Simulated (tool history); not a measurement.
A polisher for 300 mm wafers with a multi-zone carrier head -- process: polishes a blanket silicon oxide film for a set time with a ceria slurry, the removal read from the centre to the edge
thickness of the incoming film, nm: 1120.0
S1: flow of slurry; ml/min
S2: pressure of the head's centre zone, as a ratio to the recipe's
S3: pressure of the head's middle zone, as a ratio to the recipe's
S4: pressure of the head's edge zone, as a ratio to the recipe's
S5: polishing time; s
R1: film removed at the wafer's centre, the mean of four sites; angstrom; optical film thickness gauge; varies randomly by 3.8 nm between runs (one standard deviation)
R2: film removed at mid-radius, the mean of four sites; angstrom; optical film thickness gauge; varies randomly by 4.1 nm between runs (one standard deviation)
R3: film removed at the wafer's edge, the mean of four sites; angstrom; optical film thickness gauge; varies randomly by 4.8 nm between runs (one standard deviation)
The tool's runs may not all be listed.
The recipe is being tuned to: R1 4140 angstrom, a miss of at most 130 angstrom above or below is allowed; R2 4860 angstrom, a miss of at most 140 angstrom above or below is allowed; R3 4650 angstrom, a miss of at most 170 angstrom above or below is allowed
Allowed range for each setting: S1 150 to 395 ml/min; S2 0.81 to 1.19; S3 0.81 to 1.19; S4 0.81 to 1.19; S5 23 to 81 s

run  hour   S1    S2    S3    S4  S5      R1      R2      R3
  1     0  250     1     1     1  52  3682.8  3832.7  3814.2
  2   7.3  250  1.08     1     1  52  4030.1  3826.9  3881.6
  3   9.6  250  1.08     1     1  63  4923.8  4666.3  4634.7
  4  12.4  245  1.06  1.01  1.01  63  4681.9  4716.1  4619.5
  5  13.4  205  1.06  1.01  1.01  63    4725  4675.7  4666.4
  6  15.2  205  1.05  1.01  1.01  63  4659.6    4661    4484
  7  22.8  210  1.04  1.01  1.02  63  4596.3    4647  4663.7
  8  29.8  210  1.03  1.02  1.02  63  4540.3  4719.6    4593
  9  30.8  210  1.02  1.02  1.02  63  4555.5  4673.3  4606.1
 10  39.3  210  1.01  1.03  1.02  63  4558.1  4775.5    4608
 11  44.3  210     1  1.03  1.02  63  4444.1  4746.7  4617.3
 12  50.8  210  0.99  1.03  1.02  63    4395  4708.6    4584
 13  55.3  210  0.98  1.03  1.02  63  4398.3  4740.7  4591.6
 14  63.3  210  0.97  1.03  1.02  63  4278.4    4786  4614.2

Of the 4 settings listed for the next run, only one would bring every result within its allowed miss of target. Which one?
  A  71.3  150     1  1.01  0.86  66   ?   ?   ?
  B  71.3  215  0.95  1.18  0.95  61   ?   ?   ?
  C  71.3  235   0.9  1.04  1.01  64   ?   ?   ?
  D  71.3  240  0.88  1.14  0.98  58   ?   ?   ?

move      R1      R2      R3
   A  4510.7    4738  4409.7
   B  4142.2  5164.9  4358.5
   C  4183.8  4899.8    4744
   D    3731    4812    4237
A: misses by more than the last run did
B: brings the result that was furthest off to its target, and leaves another outside
C: every result lands within tolerance
D: carries the result that was furthest off beyond its target, to the other side
So the answer is move C, the one that meets all the targets.
